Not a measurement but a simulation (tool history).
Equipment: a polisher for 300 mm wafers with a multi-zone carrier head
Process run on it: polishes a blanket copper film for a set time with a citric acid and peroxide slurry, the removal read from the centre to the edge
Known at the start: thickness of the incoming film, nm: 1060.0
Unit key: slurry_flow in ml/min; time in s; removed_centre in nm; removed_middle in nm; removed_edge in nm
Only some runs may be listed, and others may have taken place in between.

run    day  slurry_flow  centre_zone  middle_zone  edge_zone  slurry_solids  time  removed_centre  removed_middle  removed_edge
  1  0.000          185         1.00         1.00       1.00           1.00    83          168.16          183.75        173.05
  2  0.025          185         1.00         1.00       1.00           1.00   102          214.29          219.95        221.39
  3  0.296          185         1.03         1.00       1.00           1.00   102          214.85          214.03        216.37
  4  0.625          185         1.03         1.00       0.94           1.00   102          220.02          223.01        211.77
  5  0.921          180         1.00         1.00       0.95           0.95    94          193.41          198.15        189.56
  6  1.162          180         1.00         1.00       0.90           0.95    94          187.59          198.82        188.31
  7  1.483          180         0.97         1.01       0.90           0.90    87          171.26          184.93        171.28
  8  1.650          180         0.97         1.01       0.90           0.90    87          168.82          178.87        171.31

Run 9 is up next; what results do you expect?
  9  1.817          175         0.94         1.04       0.90           0.90    81               ?               ?             ?

{"run 9": {"removed_centre": 152.83, "removed_middle": 173.15, "removed_edge": 160.9}}
